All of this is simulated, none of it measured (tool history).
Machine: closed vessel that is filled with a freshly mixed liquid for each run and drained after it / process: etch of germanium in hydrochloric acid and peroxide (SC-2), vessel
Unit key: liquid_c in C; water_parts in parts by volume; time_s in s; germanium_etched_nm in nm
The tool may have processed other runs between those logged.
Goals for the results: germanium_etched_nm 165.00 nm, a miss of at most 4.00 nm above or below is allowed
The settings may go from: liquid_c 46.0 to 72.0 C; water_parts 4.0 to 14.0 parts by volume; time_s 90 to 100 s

run  hour  liquid_c  water_parts  time_s  germanium_etched_nm
  1   0.0      62.0          7.5      90               219.57
  2   4.6      62.0          8.5      90               216.14
  3  11.5      62.0          8.5      90               217.97
  4  14.3      60.0          8.5      90               203.68
  5  16.1      66.5          8.5      90               244.96
  6  17.1      63.5          8.5      90               227.89
  7  21.6      61.5          8.5      90               212.41
  8  24.1      60.0          8.5      90               203.85
  9  27.6      58.5          8.5      90               195.19
 10  36.2      51.5          9.0      90               157.01

Which one of the following 4 next-run settings gets every result inside its allowed miss? There is exactly one.
  A  44.8      49.5          8.5      95                    ?
  B  44.8      52.0          9.0      90                    ?
  C  44.8      52.5         12.0      95                    ?
  D  44.8      51.5          9.5      90                    ?

move  germanium_etched_nm
   A               155.34
   B               158.49
   C               164.95
   D               155.30
A: misses by more than the last run did
B: better than the last run, though not everything is in spec
C: meets every target
D: misses by more than the last run did
The right move is C.
